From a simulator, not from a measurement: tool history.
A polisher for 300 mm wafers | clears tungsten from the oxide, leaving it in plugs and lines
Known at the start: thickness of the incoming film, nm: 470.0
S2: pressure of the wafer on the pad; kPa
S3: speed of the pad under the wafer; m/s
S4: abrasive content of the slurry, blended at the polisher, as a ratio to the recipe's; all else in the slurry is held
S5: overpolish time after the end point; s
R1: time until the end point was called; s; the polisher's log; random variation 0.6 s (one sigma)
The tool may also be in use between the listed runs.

{"run": 1, "day": 0.0, "flow of slurry (ml/min)": 140, "S2": 33.8, "S3": 1.38, "S4": 1.0, "S5": 9, "R1": 61.93}
{"run": 2, "day": 0.329, "flow of slurry (ml/min)": 140, "S2": 33.8, "S3": 1.38, "S4": 1.0, "S5": 9, "R1": 63.537}
{"run": 3, "day": 0.696, "flow of slurry (ml/min)": 105, "S2": 33.8, "S3": 1.38, "S4": 1.0, "S5": 9, "R1": 66.628}
{"run": 4, "day": 0.875, "flow of slurry (ml/min)": 115, "S2": 36.5, "S3": 1.38, "S4": 1.0, "S5": 9, "R1": 60.383}
{"run": 5, "day": 0.958, "flow of slurry (ml/min)": 130, "S2": 36.5, "S3": 1.38, "S4": 1.0, "S5": 9, "R1": 59.828}
{"run": 6, "day": 1.038, "flow of slurry (ml/min)": 130, "S2": 36.5, "S3": 1.38, "S4": 0.8, "S5": 9, "R1": 63.094}
{"run": 7, "day": 1.329, "flow of slurry (ml/min)": 140, "S2": 39.3, "S3": 1.38, "S4": 0.8, "S5": 9, "R1": 58.999}

The next listed run, before its measurement:
{"run": 8, "day": 1.583, "flow of slurry (ml/min)": 145, "S2": 41.4, "S3": 1.38, "S4": 0.8, "S5": 9, "R1": "?"}

{"run 8": {"R1": 55.078}}
